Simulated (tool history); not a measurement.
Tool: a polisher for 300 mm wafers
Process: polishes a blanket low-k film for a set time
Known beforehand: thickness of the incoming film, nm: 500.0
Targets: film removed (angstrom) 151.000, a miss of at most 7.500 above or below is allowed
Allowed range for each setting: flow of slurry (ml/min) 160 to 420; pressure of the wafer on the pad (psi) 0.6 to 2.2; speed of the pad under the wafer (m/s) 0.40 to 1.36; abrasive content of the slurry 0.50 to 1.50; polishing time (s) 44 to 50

run	day	flow of slurry (ml/min)	pressure of the wafer on the pad (psi)	speed of the pad under the wafer (m/s)	abrasive content of the slurry	polishing time (s)	film removed (angstrom)
1	0.000	270	1.4	0.88	1.00	50	103.790
2	0.221	270	1.4	0.88	1.10	50	111.430
3	0.500	270	1.4	0.88	1.10	44	98.050
4	0.554	305	1.4	0.88	1.10	44	98.434
5	0.688	305	1.5	0.88	1.10	44	107.000
6	0.746	305	1.6	0.88	1.10	44	109.840
7	0.912	305	1.7	0.90	1.10	44	119.500
8	1.196	305	1.7	0.90	1.10	44	125.180
9	1.392	305	1.8	0.90	1.10	44	127.680
10	1.508	305	1.9	0.90	1.10	44	133.990
11	1.679	305	2.0	0.92	1.10	44	146.440

Next run, 4 choices. One meets every target within its allowed miss, the rest don't. Which?
A	1.850	360	2.2	1.10	0.90	46	?
B	1.850	325	1.8	0.80	1.20	48	?
C	1.850	290	1.9	0.98	1.05	44	?
D	1.850	300	2.0	0.80	1.10	50	?

move	film removed (angstrom)
A	169.970
B	138.670
C	139.480
D	152.640
A: carries the result that was furthest off beyond its target, to the other side
B: misses by more than the last run did
C: misses by more than the last run did
D: meets every target
D meets every target.
